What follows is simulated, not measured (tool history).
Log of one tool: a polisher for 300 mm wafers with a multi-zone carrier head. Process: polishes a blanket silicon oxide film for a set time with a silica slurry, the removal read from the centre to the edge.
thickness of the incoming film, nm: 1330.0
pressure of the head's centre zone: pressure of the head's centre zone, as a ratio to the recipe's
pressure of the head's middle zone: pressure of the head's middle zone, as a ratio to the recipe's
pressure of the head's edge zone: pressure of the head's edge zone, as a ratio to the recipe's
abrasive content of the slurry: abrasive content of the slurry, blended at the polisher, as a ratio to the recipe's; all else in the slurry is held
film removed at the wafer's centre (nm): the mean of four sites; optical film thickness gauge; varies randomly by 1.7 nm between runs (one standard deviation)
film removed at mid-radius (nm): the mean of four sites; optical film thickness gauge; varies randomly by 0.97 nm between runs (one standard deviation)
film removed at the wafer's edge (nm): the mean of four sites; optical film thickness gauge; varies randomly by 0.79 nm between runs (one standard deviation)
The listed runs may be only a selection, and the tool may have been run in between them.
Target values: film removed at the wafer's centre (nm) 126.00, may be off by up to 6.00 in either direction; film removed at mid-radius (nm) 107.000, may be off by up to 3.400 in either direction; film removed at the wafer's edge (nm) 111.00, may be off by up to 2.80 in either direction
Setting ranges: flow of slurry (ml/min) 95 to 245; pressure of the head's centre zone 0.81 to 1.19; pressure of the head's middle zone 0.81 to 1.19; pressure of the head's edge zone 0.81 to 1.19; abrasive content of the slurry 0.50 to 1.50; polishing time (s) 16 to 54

| run | hour | flow of slurry (ml/min) | pressure of the head's centre zone | pressure of the head's middle zone | pressure of the head's edge zone | abrasive content of the slurry | polishing time (s) | film removed at the wafer's centre (nm) | film removed at mid-radius (nm) | film removed at the wafer's edge (nm) |
|---|---|---|---|---|---|---|---|---|---|---|
| 1 | 0.0 | 155 | 1.00 | 1.00 | 1.00 | 1.00 | 35 | 138.39 | 132.750 | 134.68 |
| 2 | 7.1 | 155 | 1.00 | 1.00 | 1.00 | 1.20 | 35 | 145.60 | 138.600 | 143.11 |
| 3 | 9.1 | 155 | 1.00 | 0.94 | 1.00 | 1.20 | 35 | 145.54 | 135.830 | 143.28 |
| 4 | 17.5 | 155 | 1.00 | 0.94 | 1.00 | 1.20 | 39 | 162.32 | 147.160 | 157.18 |
| 5 | 25.5 | 155 | 1.00 | 0.94 | 1.00 | 1.20 | 43 | 173.35 | 164.360 | 175.84 |
| 6 | 33.1 | 155 | 1.00 | 0.98 | 1.00 | 1.20 | 43 | 175.62 | 166.800 | 174.46 |
| 7 | 36.8 | 145 | 1.02 | 0.95 | 0.97 | 1.00 | 41 | 154.92 | 144.680 | 153.10 |
|  | 43.8 | edge zone pressure recalibrated |
| 8 | 43.8 | 145 | 1.05 | 0.94 | 0.94 | 0.85 | 40 | 151.84 | 134.990 | 133.80 |
| 9 | 48.2 | 105 | 0.98 | 0.84 | 0.88 | 0.60 | 39 | 109.22 | 96.451 | 108.13 |
| 10 | 54.3 | 115 | 0.99 | 0.85 | 0.87 | 0.60 | 39 | 114.22 | 100.020 | 108.19 |
| 11 | 55.6 | 125 | 1.00 | 0.85 | 0.87 | 0.60 | 39 | 118.12 | 101.770 | 110.54 |

Which single option among these 4 for the next run brings every result within its allowed miss of target? Just one does.
| A | 56.9 | 100 | 0.90 | 0.81 | 0.89 | 0.80 | 38 | ? | ? | ? |
| B | 56.9 | 110 | 1.05 | 0.89 | 0.86 | 0.50 | 43 | ? | ? | ? |
| C | 56.9 | 120 | 0.90 | 0.94 | 0.90 | 0.60 | 39 | ? | ? | ? |
| D | 56.9 | 125 | 0.97 | 0.81 | 0.93 | 0.60 | 39 | ? | ? | ? |

| move | film removed at the wafer's centre (nm) | film removed at mid-radius (nm) | film removed at the wafer's edge (nm) |
|---|---|---|---|
| A | 107.38 | 99.483 | 114.91 |
| B | 125.59 | 106.990 | 111.45 |
| C | 106.70 | 110.760 | 111.52 |
| D | 116.41 | 98.999 | 114.29 |
A: the biggest miss grows against the last run
B: each result inside its tolerance
C: takes the biggest miss from the last run beyond its target
D: the biggest miss grows against the last run
The right move is B.
